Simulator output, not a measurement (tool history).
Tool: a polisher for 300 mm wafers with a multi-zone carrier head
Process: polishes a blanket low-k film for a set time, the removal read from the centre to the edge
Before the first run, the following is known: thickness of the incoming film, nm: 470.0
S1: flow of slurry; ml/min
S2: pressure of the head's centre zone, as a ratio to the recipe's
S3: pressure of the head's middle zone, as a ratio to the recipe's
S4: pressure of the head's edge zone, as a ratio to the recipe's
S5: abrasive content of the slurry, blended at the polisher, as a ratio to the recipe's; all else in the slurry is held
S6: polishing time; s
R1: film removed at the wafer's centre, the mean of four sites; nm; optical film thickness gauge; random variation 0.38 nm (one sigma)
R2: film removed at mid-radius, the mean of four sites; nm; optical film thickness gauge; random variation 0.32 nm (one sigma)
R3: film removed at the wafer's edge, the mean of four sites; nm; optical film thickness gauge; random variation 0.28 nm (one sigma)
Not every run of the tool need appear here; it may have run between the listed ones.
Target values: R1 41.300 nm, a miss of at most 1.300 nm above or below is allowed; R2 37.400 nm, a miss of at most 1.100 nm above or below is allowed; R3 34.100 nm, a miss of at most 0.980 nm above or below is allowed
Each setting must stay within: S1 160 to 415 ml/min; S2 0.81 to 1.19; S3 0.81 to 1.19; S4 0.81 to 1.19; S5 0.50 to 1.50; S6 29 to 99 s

run	hour	S1	S2	S3	S4	S5	S6	R1	R2	R3
1	0.0	265	1.00	1.00	1.00	1.00	64	32.163	31.188	32.738
2	7.5	330	1.00	1.00	1.00	1.00	64	32.630	31.797	32.624
3	13.7	330	1.00	1.00	1.00	1.00	75	37.938	37.868	38.837
4	20.5	335	1.02	1.00	0.97	1.00	75	39.459	37.772	38.213
5	27.9	340	1.03	1.01	0.95	1.00	75	39.386	37.645	37.559
6	33.4	300	1.03	1.01	0.95	1.00	75	38.875	37.165	37.174
7	36.0	305	1.12	1.05	0.85	0.95	75	42.141	38.131	35.661
8	40.9	305	1.12	1.05	0.84	0.95	75	41.884	37.683	35.072

Below are 5 possible settings for the next run. Only one of them brings all results inside the allowed miss of their targets. Which is it?
A	45.8	410	1.19	1.15	0.95	0.65	77	?	?	?
B	45.8	300	1.13	0.92	0.89	0.90	79	?	?	?
C	45.8	295	1.09	0.98	0.89	1.00	73	?	?	?
D	45.8	275	1.10	1.02	0.88	1.00	76	?	?	?
E	45.8	320	1.04	0.94	0.87	1.10	75	?	?	?

move	R1	R2	R3
A	41.071	37.823	33.724
B	43.507	36.347	37.014
C	40.116	36.256	35.372
D	41.895	38.568	36.477
E	40.843	37.627	37.344
A: every result lands within tolerance
B: misses by more than the last run did
C: misses by more than the last run did
D: misses by more than the last run did
E: misses by more than the last run did
Answer: A
